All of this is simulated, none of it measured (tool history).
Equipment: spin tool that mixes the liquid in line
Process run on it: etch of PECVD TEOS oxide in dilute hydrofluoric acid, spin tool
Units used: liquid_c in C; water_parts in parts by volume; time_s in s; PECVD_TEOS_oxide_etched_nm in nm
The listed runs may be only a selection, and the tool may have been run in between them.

run,hour,liquid_c,water_parts,time_s,PECVD_TEOS_oxide_etched_nm
1,0,22,105,20,1.4189
2,3.3,22,70,20,2.2069
3,6.7,19,70,20,1.9746
4,10.5,19,70,20,1.9367
5,16.3,20.5,70,20,2.0948
6,24.3,20.5,105,20,1.3332

Run 7 comes next. What will it give?
7,25.5,23,100,20,?

PECVD_TEOS_oxide_etched_nm: 1.5496 nm

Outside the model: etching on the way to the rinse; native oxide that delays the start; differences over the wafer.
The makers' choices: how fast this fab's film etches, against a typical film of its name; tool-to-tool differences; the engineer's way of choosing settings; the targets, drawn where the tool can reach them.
